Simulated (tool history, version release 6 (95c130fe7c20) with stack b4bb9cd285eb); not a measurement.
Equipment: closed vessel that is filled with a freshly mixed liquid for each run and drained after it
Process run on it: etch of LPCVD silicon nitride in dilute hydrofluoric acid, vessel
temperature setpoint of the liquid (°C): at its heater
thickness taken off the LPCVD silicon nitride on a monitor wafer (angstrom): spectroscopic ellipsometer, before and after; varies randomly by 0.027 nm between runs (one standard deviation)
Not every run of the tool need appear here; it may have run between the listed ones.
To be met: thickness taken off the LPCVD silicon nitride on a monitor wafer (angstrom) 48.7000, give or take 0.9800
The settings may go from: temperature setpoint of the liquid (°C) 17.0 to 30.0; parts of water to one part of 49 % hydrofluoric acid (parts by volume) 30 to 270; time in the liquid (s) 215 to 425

run  hour  temperature setpoint of the liquid (°C)  parts of water to one part of 49 % hydrofluoric acid (parts by volume)  time in the liquid (s)  thickness taken off the LPCVD silicon nitride on a monitor wafer (angstrom)
  1   0.0                                     22.0                                                                     150                     425                                                                      12.6340
  2   4.0                                     23.0                                                                     130                     425                                                                      15.6000
  3   8.1                                     24.5                                                                     130                     425                                                                      17.1950
  4  17.6                                     23.0                                                                     130                     425                                                                      15.7000
  5  25.9                                     23.0                                                                     175                     425                                                                      11.6280
  6  30.2                                     19.5                                                                     175                     425                                                                       9.2637
  7  33.9                                     21.0                                                                     155                     425                                                                      11.5140
  8  40.1                                     22.5                                                                     135                     425                                                                      14.5430
  9  47.9                                     26.5                                                                      75                     425                                                                      33.6740
 10  57.5                                     27.0                                                                      75                     425                                                                      34.8990
 11  64.8                                     27.5                                                                      75                     425                                                                      35.9080
 12  73.9                                     30.0                                                                      50                     425                                                                      63.1950
 13  83.4                                     29.5                                                                      50                     425                                                                      61.3870
 14  86.4                                     25.5                                                                      50                     425                                                                      47.3140

Which of these 5 next moves meets every target?
  A  89.4                                     24.5                                                                      45                     425                                                                            ?
  B  89.4                                     25.5                                                                      50                     410                                                                            ?
  C  89.4                                     25.5                                                                      45                     415                                                                            ?
  D  89.4                                     26.0                                                                      50                     405                                                                            ?
  E  89.4                                     27.0                                                                      55                     410                                                                            ?

move  thickness taken off the LPCVD silicon nitride on a monitor wafer (angstrom)
   A                                                                      48.4340
   B                                                                      45.0650
   C                                                                      50.5770
   D                                                                      46.0220
   E                                                                      45.3190
A: in spec on every target
B: misses by more than the last run did
C: takes the biggest miss from the last run beyond its target
D: misses by more than the last run did
E: misses by more than the last run did
Move A is the one to make.
